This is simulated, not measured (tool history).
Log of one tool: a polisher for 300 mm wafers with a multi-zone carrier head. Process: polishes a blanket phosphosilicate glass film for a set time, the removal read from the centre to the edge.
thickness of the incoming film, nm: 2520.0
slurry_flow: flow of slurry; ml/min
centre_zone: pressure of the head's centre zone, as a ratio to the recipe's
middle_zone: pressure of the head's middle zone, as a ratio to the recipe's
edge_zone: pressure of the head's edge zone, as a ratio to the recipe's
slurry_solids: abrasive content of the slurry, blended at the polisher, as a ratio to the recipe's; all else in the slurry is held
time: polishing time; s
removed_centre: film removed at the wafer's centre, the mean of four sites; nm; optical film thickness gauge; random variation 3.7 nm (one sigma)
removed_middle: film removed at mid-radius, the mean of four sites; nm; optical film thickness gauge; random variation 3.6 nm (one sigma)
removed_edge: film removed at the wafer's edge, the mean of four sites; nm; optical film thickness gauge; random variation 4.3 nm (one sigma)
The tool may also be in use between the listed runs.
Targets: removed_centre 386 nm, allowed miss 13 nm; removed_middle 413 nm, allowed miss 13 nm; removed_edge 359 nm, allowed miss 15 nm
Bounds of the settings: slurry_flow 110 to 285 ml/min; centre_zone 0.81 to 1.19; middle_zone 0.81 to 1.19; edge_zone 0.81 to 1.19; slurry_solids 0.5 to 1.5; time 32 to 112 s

run,hour,slurry_flow,centre_zone,middle_zone,edge_zone,slurry_solids,time,removed_centre,removed_middle,removed_edge
1,0,180,1,1,1,1,72,443.18,503.32,501.31
2,6.3,180,1.01,1.01,0.97,0.9,72,422.59,478.58,466.41
3,11.4,180,1.01,1.01,0.97,1.1,72,472.07,531.01,531.29
4,19.1,185,1.02,1.02,0.95,1,72,456.23,509.84,488.21
5,26.6,185,1.02,1.02,0.93,0.95,72,431.27,492.84,475.99
6,30.2,185,1.04,1.03,0.92,0.9,72,431.85,473.83,448.98
7,33.7,180,1.05,1.04,0.9,0.85,72,412.06,467.77,427.52
8,39.6,175,1.06,1.04,0.89,0.85,72,415.01,451.39,425.1
9,41.3,170,1.07,1.05,0.88,0.85,72,417.26,463.77,428.46
10,45.5,180,1.07,1.05,0.87,0.8,72,407.03,438.81,404.39
11,49.8,195,1.07,1.09,0.81,0.65,72,337.76,382.68,324.88
12,52.8,195,1.08,1.09,0.82,0.65,72,340.49,380.52,317.87
13,54.1,190,1.09,1.09,0.83,0.65,72,340.59,380.05,325.66
14,55.2,190,1.1,1.09,0.83,0.65,72,344.64,383.11,323.17
15,60.5,190,1.11,1.09,0.84,0.65,72,345.92,382.16,322.73

Which of these 5 next moves meets every target?
A,65.8,190,0.9,1.19,0.92,0.75,66,?,?,?
B,65.8,150,1.06,0.96,0.85,0.65,71,?,?,?
C,65.8,165,1.05,0.99,0.93,0.7,68,?,?,?
D,65.8,170,1.12,1.07,0.82,0.65,81,?,?,?
E,65.8,175,1.12,0.92,0.87,0.6,84,?,?,?

move,removed_centre,removed_middle,removed_edge
A,299.12,431.7,367.12
B,314.27,325.78,325.04
C,326.54,349.78,352.84
D,385.65,414.77,369.29
E,366.98,347.67,361.34
A: further off than the last run
B: further off than the last run
C: further off than the last run
D: meets every target
E: further off than the last run
The right move is D.
